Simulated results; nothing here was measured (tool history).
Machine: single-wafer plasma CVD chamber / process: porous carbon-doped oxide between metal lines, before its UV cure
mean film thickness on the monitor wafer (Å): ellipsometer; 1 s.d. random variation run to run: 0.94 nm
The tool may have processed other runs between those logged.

run,hour,heater temperature setpoint (deg C),RF power (kW),deposition time (s),mean film thickness on the monitor wafer (Å)
1,0.0,285,0.600,40.4,2704.7
2,1.1,287,0.600,40.4,2673.9
3,2.8,289,0.600,40.4,2646.1
4,4.3,289,0.665,40.4,2777.0
5,8.6,291,0.660,40.4,2735.5
6,12.1,291,0.660,41.6,2810.9

Run 7 has not been measured yet. What should we expect?
7,19.6,293,0.655,41.6,?

mean film thickness on the monitor wafer (Å): 2802.0

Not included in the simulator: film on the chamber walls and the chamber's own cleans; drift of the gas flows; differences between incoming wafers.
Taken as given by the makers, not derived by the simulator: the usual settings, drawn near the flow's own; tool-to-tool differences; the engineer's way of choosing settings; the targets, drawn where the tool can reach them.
